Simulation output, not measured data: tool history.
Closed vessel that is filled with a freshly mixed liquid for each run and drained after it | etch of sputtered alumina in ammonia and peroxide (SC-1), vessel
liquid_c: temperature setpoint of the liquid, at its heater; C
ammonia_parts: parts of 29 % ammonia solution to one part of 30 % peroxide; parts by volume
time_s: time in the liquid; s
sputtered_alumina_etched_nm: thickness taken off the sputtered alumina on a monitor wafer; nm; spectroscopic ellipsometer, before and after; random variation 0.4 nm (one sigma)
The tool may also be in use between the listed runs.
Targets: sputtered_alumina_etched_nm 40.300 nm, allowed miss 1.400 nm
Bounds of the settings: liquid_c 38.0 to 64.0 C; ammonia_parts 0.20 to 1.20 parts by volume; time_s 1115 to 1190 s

Run 1, day 0.000: liquid_c 48.0 C, ammonia_parts 0.75 parts by volume, time_s 1115 s. Result: sputtered_alumina_etched_nm 31.274 nm.
Run 2, day 0.050: liquid_c 48.5 C, ammonia_parts 0.75 parts by volume, time_s 1115 s. Result: sputtered_alumina_etched_nm 32.405 nm.
Run 3, day 0.079: liquid_c 49.0 C, ammonia_parts 0.75 parts by volume, time_s 1115 s. Result: sputtered_alumina_etched_nm 32.883 nm.
Run 4, day 0.204: liquid_c 49.0 C, ammonia_parts 0.75 parts by volume, time_s 1190 s. Result: sputtered_alumina_etched_nm 35.374 nm.
Run 5, day 0.350: liquid_c 49.5 C, ammonia_parts 0.75 parts by volume, time_s 1190 s. Result: sputtered_alumina_etched_nm 36.213 nm.
Run 6, day 0.583: liquid_c 43.5 C, ammonia_parts 0.75 parts by volume, time_s 1190 s. Result: sputtered_alumina_etched_nm 25.915 nm.
Run 7, day 0.929: liquid_c 44.5 C, ammonia_parts 0.75 parts by volume, time_s 1190 s. Result: sputtered_alumina_etched_nm 27.436 nm.
Run 8, day 1.108: liquid_c 45.0 C, ammonia_parts 0.75 parts by volume, time_s 1190 s. Result: sputtered_alumina_etched_nm 27.802 nm.
Run 9, day 1.233: liquid_c 45.5 C, ammonia_parts 0.75 parts by volume, time_s 1190 s. Result: sputtered_alumina_etched_nm 29.000 nm.
Run 10, day 1.583: liquid_c 46.0 C, ammonia_parts 0.75 parts by volume, time_s 1190 s. Result: sputtered_alumina_etched_nm 30.009 nm.

Which of these 5 next moves meets every target?
Run A, day 1.933: liquid_c 42.5 C, ammonia_parts 0.80 parts by volume, time_s 1115 s. Result: sputtered_alumina_etched_nm ?.
Run B, day 1.933: liquid_c 51.5 C, ammonia_parts 0.95 parts by volume, time_s 1165 s. Result: sputtered_alumina_etched_nm ?.
Run C, day 1.933: liquid_c 54.5 C, ammonia_parts 0.70 parts by volume, time_s 1190 s. Result: sputtered_alumina_etched_nm ?.
Run D, day 1.933: liquid_c 39.5 C, ammonia_parts 0.50 parts by volume, time_s 1115 s. Result: sputtered_alumina_etched_nm ?.
Run E, day 1.933: liquid_c 48.5 C, ammonia_parts 0.80 parts by volume, time_s 1175 s. Result: sputtered_alumina_etched_nm ?.

move  sputtered_alumina_etched_nm
   A                       22.468
   B                       39.550
   C                       46.125
   D                       18.021
   E                       33.278
A: further off than the last run
B: meets every target
C: takes the result that was furthest off past its target
D: further off than the last run
E: nearer than the last run, and not there yet
Answer: B
